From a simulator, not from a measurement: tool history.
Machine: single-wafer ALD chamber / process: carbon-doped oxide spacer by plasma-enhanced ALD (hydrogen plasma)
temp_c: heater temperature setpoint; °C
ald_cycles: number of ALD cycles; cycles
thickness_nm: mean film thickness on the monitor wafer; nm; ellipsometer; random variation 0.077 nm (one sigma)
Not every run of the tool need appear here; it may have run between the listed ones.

run	hour	temp_c	ald_cycles	thickness_nm
1	0.0	395	231	11.854
2	8.5	395	250	12.691
3	12.9	395	238	12.160
4	20.1	395	269	13.751
5	21.9	395	294	15.028
6	24.8	388	294	15.099
7	28.8	388	294	14.970
8	35.5	388	290	14.816
9	36.9	388	287	14.536

For run 10, what comes out?
10	41.1	388	285	?

thickness_nm: 14.417 nm

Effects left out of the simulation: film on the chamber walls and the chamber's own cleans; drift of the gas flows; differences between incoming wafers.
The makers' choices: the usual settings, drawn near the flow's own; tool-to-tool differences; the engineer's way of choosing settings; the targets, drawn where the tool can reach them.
